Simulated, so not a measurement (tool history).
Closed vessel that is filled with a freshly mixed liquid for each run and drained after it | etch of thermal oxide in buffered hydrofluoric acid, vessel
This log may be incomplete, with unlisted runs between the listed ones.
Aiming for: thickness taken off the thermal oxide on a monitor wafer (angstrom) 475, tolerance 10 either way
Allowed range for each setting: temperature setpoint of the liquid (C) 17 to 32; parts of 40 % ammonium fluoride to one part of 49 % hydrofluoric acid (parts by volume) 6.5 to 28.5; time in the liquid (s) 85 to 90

run,hour,temperature setpoint of the liquid (C),parts of 40 % ammonium fluoride to one part of 49 % hydrofluoric acid (parts by volume),time in the liquid (s),thickness taken off the thermal oxide on a monitor wafer (angstrom)
1,0,24,17.5,85,591.88
2,1.9,24,17.5,90,624.35
3,9,23,17.5,90,591.14
4,14.8,23,12.5,90,823.71
5,21.4,21.5,13.5,90,703.09
6,28.2,20.5,14,90,642.55
7,35.7,19.5,14.5,90,584.82
8,43.7,19,14.5,90,569.27
9,47.4,18.5,15,90,538.05
10,49.1,18,15,90,524.79
11,54.6,17.5,15.5,90,490.18

Consider the 4 candidate settings below. Which is the only one whose results all fall within their allowed miss of target?
A,60.1,17,14.5,90,?
B,60.1,18,16.5,85,?
C,60.1,18,15,90,?
D,60.1,17.5,16,90,?

move,thickness taken off the thermal oxide on a monitor wafer (angstrom)
A,509.69
B,448.72
C,521.89
D,476
A: the biggest miss grows against the last run
B: carries the result that was furthest off beyond its target, to the other side
C: the biggest miss grows against the last run
D: every result within its allowed miss
Move D is the one to make.
